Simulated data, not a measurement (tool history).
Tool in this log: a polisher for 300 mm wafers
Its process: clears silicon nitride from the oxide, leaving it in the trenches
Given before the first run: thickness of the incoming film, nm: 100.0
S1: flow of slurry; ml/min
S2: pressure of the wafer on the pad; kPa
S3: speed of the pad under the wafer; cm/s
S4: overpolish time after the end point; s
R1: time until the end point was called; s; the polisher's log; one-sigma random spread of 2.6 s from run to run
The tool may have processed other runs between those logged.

run 1 hour=0.0 | S1=185 S2=13.1 S3=104 S4=23 | R1=148.43
run 2 hour=3.0 | S1=185 S2=15.9 S3=104 S4=23 | R1=125.08
run 3 hour=9.5 | S1=185 S2=15.2 S3=102 S4=23 | R1=130.61
run 4 hour=10.5 | S1=185 S2=11.7 S3=102 S4=23 | R1=165.55
run 5 hour=11.5 | S1=185 S2=9.7 S3=102 S4=23 | R1=194.96
run 6 hour=14.9 | S1=185 S2=9.7 S3=102 S4=23 | R1=192.31
run 7 hour=22.0 | S1=185 S2=9.0 S3=100 S4=23 | R1=213.55
run 8 hour=26.1 | S1=185 S2=9.0 S3=98 S4=23 | R1=213.18
-- hour=27.3 worn pad replaced by a new one
run 9 hour=27.3 | S1=185 S2=9.0 S3=96 S4=23 | R1=208.78
run 10 hour=28.0 | S1=180 S2=9.0 S3=94 S4=23 | R1=215.11
run 11 hour=33.0 | S1=180 S2=9.0 S3=92 S4=23 | R1=217.41
run 12 hour=40.6 | S1=180 S2=9.0 S3=90 S4=23 | R1=222.81
run 13 hour=42.2 | S1=180 S2=9.0 S3=88 S4=23 | R1=225.95

Run 14 has not been measured yet. What should we expect?
run 14 hour=48.2 | S1=180 S2=9.0 S3=86 S4=23 | R1=?

{"run 14": {"R1": 232.81}}
